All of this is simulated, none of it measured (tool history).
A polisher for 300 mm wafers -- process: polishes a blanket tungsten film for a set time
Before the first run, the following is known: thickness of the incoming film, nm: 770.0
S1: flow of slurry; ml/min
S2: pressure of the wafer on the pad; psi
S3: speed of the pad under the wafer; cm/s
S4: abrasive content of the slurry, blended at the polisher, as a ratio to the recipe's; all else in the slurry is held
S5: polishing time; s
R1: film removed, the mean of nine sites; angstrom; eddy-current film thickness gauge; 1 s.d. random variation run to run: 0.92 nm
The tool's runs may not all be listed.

| run | hour | S1 | S2 | S3 | S4 | S5 | R1 |
|---|---|---|---|---|---|---|---|
| 1 | 0.0 | 180 | 3.8 | 130 | 1.0 | 23 | 1189.10 |
| 2 | 0.9 | 180 | 3.8 | 98 | 1.0 | 23 | 910.32 |
| 3 | 3.0 | 180 | 3.4 | 98 | 1.0 | 23 | 812.51 |
| 4 | 8.8 | 180 | 3.4 | 98 | 1.0 | 23 | 814.65 |
| 5 | 13.2 | 180 | 3.4 | 68 | 1.0 | 23 | 582.40 |
| 6 | 18.8 | 195 | 4.3 | 76 | 1.0 | 23 | 802.02 |
| 7 | 25.8 | 195 | 4.8 | 84 | 1.0 | 23 | 997.71 |
| 8 | 33.7 | 195 | 5.2 | 88 | 1.0 | 23 | 1121.40 |
| 9 | 41.7 | 200 | 5.4 | 92 | 1.0 | 23 | 1224.90 |
| 10 | 44.4 | 200 | 5.6 | 94 | 1.0 | 23 | 1280.40 |
| 11 | 45.1 | 200 | 5.7 | 96 | 1.0 | 23 | 1341.30 |
| 12 | 50.3 | 205 | 5.8 | 98 | 1.0 | 23 | 1397.20 |

Run 13 is up next; what results do you expect?
| 13 | 51.9 | 205 | 5.8 | 100 | 1.0 | 23 | ? |

R1: 1419.80 angstrom
